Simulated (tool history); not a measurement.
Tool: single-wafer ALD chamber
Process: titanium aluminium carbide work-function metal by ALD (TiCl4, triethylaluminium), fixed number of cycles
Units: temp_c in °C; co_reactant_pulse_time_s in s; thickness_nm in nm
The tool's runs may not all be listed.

run  hour  temp_c  co_reactant_pulse_time_s  thickness_nm
  1     0     285                      7.84         1.857
  2   3.7     285                      5.81        1.6623
  3   5.6     285                      6.75         1.766
  4     8     292                      6.75        1.8362
  5  16.8     292                      7.61        1.8904
  6  22.2     282                      7.61        1.7815

The next listed run, before its measurement:
  7    24     286                      7.74             ?

{"run 7": {"thickness_nm": 1.8528}}
